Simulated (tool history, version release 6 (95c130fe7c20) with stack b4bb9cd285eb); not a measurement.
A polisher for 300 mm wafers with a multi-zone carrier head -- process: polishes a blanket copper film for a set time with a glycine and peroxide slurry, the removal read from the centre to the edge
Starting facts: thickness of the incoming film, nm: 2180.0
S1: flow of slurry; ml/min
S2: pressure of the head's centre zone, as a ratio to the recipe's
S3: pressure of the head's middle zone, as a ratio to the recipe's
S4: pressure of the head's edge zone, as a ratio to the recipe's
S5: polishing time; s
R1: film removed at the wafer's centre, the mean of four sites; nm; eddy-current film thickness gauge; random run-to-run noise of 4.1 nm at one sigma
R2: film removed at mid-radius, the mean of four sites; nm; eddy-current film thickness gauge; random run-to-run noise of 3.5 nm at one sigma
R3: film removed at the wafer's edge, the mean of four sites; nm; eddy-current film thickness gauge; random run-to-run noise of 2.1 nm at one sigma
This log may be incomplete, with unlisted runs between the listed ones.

{"run": 1, "day": 0.0, "S1": 165, "S2": 1, "S3": 1, "S4": 1, "S5": 67, "R1": 387.89, "R2": 356.39, "R3": 361.39}
{"run": 2, "day": 0.029, "S1": 165, "S2": 1, "S3": 1, "S4": 1, "S5": 59, "R1": 339.66, "R2": 317.24, "R3": 314.43}
{"run": 3, "day": 0.204, "S1": 160, "S2": 1.01, "S3": 1.01, "S4": 0.94, "S5": 56, "R1": 333.34, "R2": 294.92, "R3": 290.67}
{"run": 4, "day": 0.575, "S1": 155, "S2": 1, "S3": 1.05, "S4": 0.9, "S5": 54, "R1": 306.87, "R2": 293.77, "R3": 274.44}
{"run": 5, "day": 0.604, "S1": 155, "S2": 1, "S3": 1.05, "S4": 0.95, "S5": 54, "R1": 304.35, "R2": 298.2, "R3": 275.37}
{"run": 6, "day": 0.75, "S1": 145, "S2": 1.02, "S3": 1.07, "S4": 0.92, "S5": 53, "R1": 306.85, "R2": 287.81, "R3": 270.34}
{"day": 0.9, "done": "centre zone pressure recalibrated"}
{"run": 7, "day": 0.9, "S1": 145, "S2": 1.03, "S3": 1.1, "S4": 0.89, "S5": 52, "R1": 269.24, "R2": 291.93, "R3": 258.33}

Predict the results of run 8:
{"run": 8, "day": 1.188, "S1": 185, "S2": 1.04, "S3": 1.07, "S4": 0.86, "S5": 50, "R1": "?", "R2": "?", "R3": "?"}

Run 8 gave R1 279.43 nm, R2 286.36 nm, R3 255.58 nm.
